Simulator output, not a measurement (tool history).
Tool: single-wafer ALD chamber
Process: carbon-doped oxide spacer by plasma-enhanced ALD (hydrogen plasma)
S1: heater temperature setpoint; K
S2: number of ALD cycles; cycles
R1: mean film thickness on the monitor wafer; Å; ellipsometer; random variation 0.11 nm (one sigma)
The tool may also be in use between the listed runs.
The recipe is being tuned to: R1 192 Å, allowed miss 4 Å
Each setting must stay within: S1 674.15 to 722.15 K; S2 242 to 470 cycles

run 1 hour=0 | S1=698.15 S2=356 | R1=165.79
run 2 hour=7.2 | S1=708.15 S2=356 | R1=158.75
run 3 hour=14.4 | S1=698.15 S2=356 | R1=164.89
run 4 hour=16 | S1=696.15 S2=361 | R1=166.48
run 5 hour=19.7 | S1=696.15 S2=313 | R1=146.27
-- hour=26.4 thermocouple changed; heater temperature recalibrated
run 6 hour=26.4 | S1=705.15 S2=313 | R1=145.21
run 7 hour=35.3 | S1=704.15 S2=328 | R1=152.37
run 8 hour=40.6 | S1=703.15 S2=341 | R1=158.05
run 9 hour=48.7 | S1=703.15 S2=351 | R1=162.43
run 10 hour=50 | S1=703.15 S2=359 | R1=166.27
run 11 hour=52.8 | S1=703.15 S2=366 | R1=169.53
run 12 hour=60.5 | S1=703.15 S2=372 | R1=171.2
run 13 hour=63.3 | S1=702.15 S2=377 | R1=173.69

Consider the 4 candidate settings below. Which is the only one whose results all fall within their allowed miss of target?
run A hour=66.1 | S1=706.15 S2=353 | R1=?
run B hour=66.1 | S1=695.15 S2=406 | R1=?
run C hour=66.1 | S1=703.15 S2=397 | R1=?
run D hour=66.1 | S1=708.15 S2=445 | R1=?

move=A R1=159.88
move=B R1=190.03
move=C R1=181.45
move=D R1=200.33
A: the biggest miss grows against the last run
B: in spec on every target
C: nearer the targets than the last run, but a result is still out of spec
D: takes the biggest miss from the last run beyond its target
B is the move that brings every result within its allowed miss.
